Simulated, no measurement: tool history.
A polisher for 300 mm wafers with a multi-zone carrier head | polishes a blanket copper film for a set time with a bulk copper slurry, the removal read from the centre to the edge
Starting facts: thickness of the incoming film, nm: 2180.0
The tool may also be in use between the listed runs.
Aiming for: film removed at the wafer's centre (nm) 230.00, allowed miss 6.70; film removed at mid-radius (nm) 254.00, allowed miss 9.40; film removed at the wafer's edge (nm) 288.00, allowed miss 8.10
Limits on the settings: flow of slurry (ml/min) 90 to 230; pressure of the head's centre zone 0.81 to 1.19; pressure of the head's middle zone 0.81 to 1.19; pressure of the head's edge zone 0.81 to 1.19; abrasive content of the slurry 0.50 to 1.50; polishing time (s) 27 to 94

| run | hour | flow of slurry (ml/min) | pressure of the head's centre zone | pressure of the head's middle zone | pressure of the head's edge zone | abrasive content of the slurry | polishing time (s) | film removed at the wafer's centre (nm) | film removed at mid-radius (nm) | film removed at the wafer's edge (nm) |
|---|---|---|---|---|---|---|---|---|---|---|
| 1 | 0.0 | 150 | 1.00 | 1.00 | 1.00 | 1.00 | 60 | 430.73 | 451.24 | 440.69 |
| 2 | 3.1 | 140 | 0.96 | 0.97 | 0.99 | 0.90 | 57 | 369.79 | 393.23 | 398.32 |
| 3 | 8.1 | 140 | 0.96 | 0.97 | 0.99 | 0.90 | 71 | 472.61 | 491.51 | 491.53 |
| 4 | 16.4 | 140 | 0.96 | 0.97 | 0.94 | 0.90 | 71 | 462.68 | 490.27 | 482.68 |
| 5 | 21.0 | 140 | 0.96 | 0.97 | 1.02 | 0.90 | 71 | 468.05 | 489.59 | 499.55 |
| 6 | 29.3 | 130 | 0.93 | 0.95 | 1.00 | 0.80 | 67 | 407.28 | 430.61 | 450.10 |
| 7 | 32.0 | 125 | 0.91 | 0.93 | 0.98 | 0.75 | 63 | 361.36 | 389.80 | 399.85 |
| 8 | 37.5 | 120 | 0.89 | 0.91 | 0.99 | 0.70 | 60 | 326.91 | 348.20 | 377.76 |
| 9 | 38.3 | 115 | 0.87 | 0.90 | 0.98 | 0.65 | 58 | 295.20 | 318.52 | 348.69 |
| 10 | 44.5 | 110 | 0.86 | 0.89 | 0.97 | 0.60 | 57 | 272.83 | 300.97 | 325.39 |
| 11 | 49.7 | 105 | 0.85 | 0.88 | 0.96 | 0.60 | 57 | 266.67 | 296.30 | 323.80 |
| 12 | 54.1 | 95 | 0.81 | 0.82 | 0.91 | 0.50 | 52 | 209.97 | 231.16 | 261.51 |
| 13 | 61.8 | 105 | 0.81 | 0.83 | 0.92 | 0.50 | 52 | 212.85 | 238.32 | 268.76 |

5 candidate next runs follow, results not yet known. Just one meets every target within its allowed miss. Identify it.
| A | 69.5 | 105 | 0.87 | 0.89 | 0.92 | 0.80 | 46 | ? | ? | ? |
| B | 69.5 | 120 | 0.85 | 0.81 | 0.89 | 0.50 | 49 | ? | ? | ? |
| C | 69.5 | 90 | 0.82 | 0.82 | 0.88 | 0.95 | 45 | ? | ? | ? |
| D | 69.5 | 90 | 0.81 | 0.92 | 0.88 | 0.55 | 56 | ? | ? | ? |
| E | 69.5 | 130 | 0.85 | 0.89 | 0.86 | 0.60 | 51 | ? | ? | ? |

| move | film removed at the wafer's centre (nm) | film removed at mid-radius (nm) | film removed at the wafer's edge (nm) |
|---|---|---|---|
| A | 246.61 | 273.98 | 287.09 |
| B | 217.30 | 228.03 | 252.84 |
| C | 231.38 | 256.63 | 285.88 |
| D | 231.25 | 285.34 | 288.68 |
| E | 251.00 | 283.85 | 285.74 |
A: moves the result that the last run missed by most past its target, out the other side
B: the biggest miss grows against the last run
C: all results in spec
D: puts the biggest miss on target and leaves a different result outside tolerance
E: moves the result that the last run missed by most past its target, out the other side
The move that meets every target is C.
